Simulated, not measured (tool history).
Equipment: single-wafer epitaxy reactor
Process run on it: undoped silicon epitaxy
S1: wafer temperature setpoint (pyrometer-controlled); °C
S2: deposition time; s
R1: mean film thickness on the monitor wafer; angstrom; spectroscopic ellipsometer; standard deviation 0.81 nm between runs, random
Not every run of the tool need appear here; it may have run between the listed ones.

{"run": 1, "hour": 0.0, "S1": 655, "S2": 554, "R1": 1028.6}
{"run": 2, "hour": 8.9, "S1": 657, "S2": 555, "R1": 1074.2}
{"run": 3, "hour": 9.4, "S1": 658, "S2": 556, "R1": 1112.6}
{"run": 4, "hour": 13.1, "S1": 658, "S2": 522, "R1": 1032}
{"run": 5, "hour": 20.4, "S1": 660, "S2": 523, "R1": 1070.4}
{"run": 6, "hour": 27.8, "S1": 660, "S2": 553, "R1": 1149.4}
{"run": 7, "hour": 28.6, "S1": 661, "S2": 553, "R1": 1153.5}

Estimate the outcome of run 8 from the log above:
{"run": 8, "hour": 29.7, "S1": 662, "S2": 554, "R1": "?"}

{"run 8": {"R1": 1191.8}}
